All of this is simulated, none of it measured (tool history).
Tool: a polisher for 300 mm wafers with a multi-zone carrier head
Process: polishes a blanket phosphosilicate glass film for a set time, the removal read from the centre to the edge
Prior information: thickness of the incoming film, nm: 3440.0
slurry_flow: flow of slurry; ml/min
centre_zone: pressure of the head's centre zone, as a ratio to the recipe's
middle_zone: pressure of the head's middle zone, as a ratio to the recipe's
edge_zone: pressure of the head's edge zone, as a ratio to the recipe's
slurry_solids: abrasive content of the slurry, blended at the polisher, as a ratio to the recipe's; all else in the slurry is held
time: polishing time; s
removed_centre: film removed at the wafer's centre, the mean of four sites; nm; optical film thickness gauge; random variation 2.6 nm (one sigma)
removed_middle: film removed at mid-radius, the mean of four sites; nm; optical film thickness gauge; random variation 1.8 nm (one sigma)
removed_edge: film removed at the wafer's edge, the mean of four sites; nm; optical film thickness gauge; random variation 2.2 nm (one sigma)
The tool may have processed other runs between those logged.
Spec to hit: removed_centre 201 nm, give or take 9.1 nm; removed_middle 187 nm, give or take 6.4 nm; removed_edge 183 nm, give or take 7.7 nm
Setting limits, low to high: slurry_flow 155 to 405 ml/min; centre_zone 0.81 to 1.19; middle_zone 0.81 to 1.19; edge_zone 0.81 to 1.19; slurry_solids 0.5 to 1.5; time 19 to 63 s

run    day  slurry_flow  centre_zone  middle_zone  edge_zone  slurry_solids  time  removed_centre  removed_middle  removed_edge
  1      0          260            1            1          1              1    41          240.59          248.47        248.78
  2  0.188          260         1.01         0.99       0.98            0.9    41           227.5          231.02        221.95
  3  0.358          260         1.01         0.99       0.98            0.8    41          203.11          203.83        204.18
  4  0.642          260         1.01         0.99       1.06            0.8    41          201.88          207.18        205.08
  5  0.962          260         1.01         0.93       1.06            0.8    41          207.81          192.07         208.8
  6  1.179          260         1.01         0.93       1.06            0.7    41          180.43          169.19        181.58
  7  1.504          265         1.02         0.94       1.06            0.7    41          175.95          172.86        180.91
  8  1.596          255         1.04         0.95       1.05            0.7    41          183.86          172.27        181.23

Which one of the following 5 next-run settings gets every result inside its allowed miss? There is exactly one.
  A  1.688          240          1.1            1          1            0.7    42               ?               ?             ?
  B  1.688          250         1.19         1.01       0.97            0.8    34               ?               ?             ?
  C  1.688          295         1.17         0.88       0.94           0.85    36               ?               ?             ?
  D  1.688          350         1.19         0.99       0.96           0.75    35               ?               ?             ?
  E  1.688          270         1.11         0.94       1.01           0.75    39               ?               ?             ?

move  removed_centre  removed_middle  removed_edge
   A          195.84          184.11        183.14
   B           197.8          173.01        168.18
   C          220.37          175.83        187.37
   D          196.71          168.88        164.99
   E          199.89          177.17         185.7
A: meets every target
B: closer than the last run, but not yet in spec
C: closer than the last run, but not yet in spec
D: further off than the last run
E: closer than the last run, but not yet in spec
Move A is the one to make.

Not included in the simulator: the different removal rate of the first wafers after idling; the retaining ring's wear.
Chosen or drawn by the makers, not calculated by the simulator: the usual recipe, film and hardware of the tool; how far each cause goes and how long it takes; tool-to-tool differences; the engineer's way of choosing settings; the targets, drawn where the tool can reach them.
